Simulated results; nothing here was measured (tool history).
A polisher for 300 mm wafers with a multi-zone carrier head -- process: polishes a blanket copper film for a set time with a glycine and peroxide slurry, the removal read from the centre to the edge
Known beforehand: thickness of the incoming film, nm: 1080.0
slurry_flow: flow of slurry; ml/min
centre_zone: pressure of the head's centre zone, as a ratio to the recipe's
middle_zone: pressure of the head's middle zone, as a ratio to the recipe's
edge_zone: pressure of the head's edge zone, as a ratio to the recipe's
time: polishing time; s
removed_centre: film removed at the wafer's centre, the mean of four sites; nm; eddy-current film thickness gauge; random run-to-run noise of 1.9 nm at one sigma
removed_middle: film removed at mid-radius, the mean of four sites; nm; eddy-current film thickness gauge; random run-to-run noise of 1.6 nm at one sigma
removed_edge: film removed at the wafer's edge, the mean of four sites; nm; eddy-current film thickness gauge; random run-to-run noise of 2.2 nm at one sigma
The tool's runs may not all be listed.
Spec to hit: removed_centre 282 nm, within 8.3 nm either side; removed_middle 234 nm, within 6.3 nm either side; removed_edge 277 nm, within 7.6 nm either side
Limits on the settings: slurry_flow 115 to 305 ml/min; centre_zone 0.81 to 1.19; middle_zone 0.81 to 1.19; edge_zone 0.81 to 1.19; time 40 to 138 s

run  hour  slurry_flow  centre_zone  middle_zone  edge_zone  time  removed_centre  removed_middle  removed_edge
  1     0          195            1            1          1    88          352.23          385.77        391.84
  2   7.6          165            1            1          1    88          343.11          376.28        377.96
  3  11.2          165         1.07            1          1    88          367.19           376.1        385.25
  4  15.3          160         1.08         0.97       0.99    83          344.31          336.41        362.09
  5  16.3          155         1.09         0.95       0.96    80          338.82          321.39        333.71
  6  18.1          155         1.15         0.95       0.96    80          353.03          323.89        340.66
  7  25.9          120         1.11         0.85       0.94    62          245.67          215.56        246.45
  8  27.5          135         1.12         0.85       0.95    62          254.56          220.42        257.01
     35.3  -- centre zone pressure recalibrated
  9  35.3          145         1.13         0.85       0.95    62          290.32          223.71        258.94
 10  40.1          145         1.13         0.86       0.97    62          292.23          224.63        261.12
 11  48.8          140         1.12         0.86       0.98    63          286.29          228.62        264.42
 12  52.7          135         1.11         0.86       0.99    64          287.67          230.74        268.61

Which of these 4 next moves meets every target?
  A  56.6          115         1.11         0.81          1    69               ?               ?             ?
  B  56.6          115         1.02         0.81       0.89    72               ?               ?             ?
  C  56.6          165         1.18         0.88       1.02    60               ?               ?             ?
  D  56.6          135         1.16         0.96          1    60               ?               ?             ?

move  removed_centre  removed_middle  removed_edge
   A          295.37          223.15        283.54
   B          283.05             233        280.12
   C          302.68          227.18           265
   D          282.93          233.53        253.88
A: the worst result of the last run now meets its target, but another is out of spec
B: meets every target
C: its largest miss is bigger than the last run's
D: its largest miss is bigger than the last run's
The right move is B.

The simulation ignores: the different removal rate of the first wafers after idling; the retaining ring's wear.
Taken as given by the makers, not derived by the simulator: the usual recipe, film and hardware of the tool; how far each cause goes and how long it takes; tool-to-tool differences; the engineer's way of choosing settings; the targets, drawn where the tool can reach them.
